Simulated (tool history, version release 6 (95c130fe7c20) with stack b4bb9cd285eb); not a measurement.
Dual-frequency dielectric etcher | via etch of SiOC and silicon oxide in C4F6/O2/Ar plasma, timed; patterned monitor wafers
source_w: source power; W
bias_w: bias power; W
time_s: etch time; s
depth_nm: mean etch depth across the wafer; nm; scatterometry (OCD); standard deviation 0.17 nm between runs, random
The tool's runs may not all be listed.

run  hour  source_w  bias_w  time_s  depth_nm
  1   0.0       460     186    46.5    50.484
  2   2.1       380     186    46.5    48.617
  3  10.3       430     186    46.5    50.022
  4  10.9       430     186    46.5    50.160
  5  15.9       420     185    46.5    49.552
  6  22.6       450     185    46.5    50.333

Run 7, settings as shown, results not yet in. Your forecast:
  7  29.0       440     184    46.5         ?

{"run 7": {"depth_nm": 49.953}}
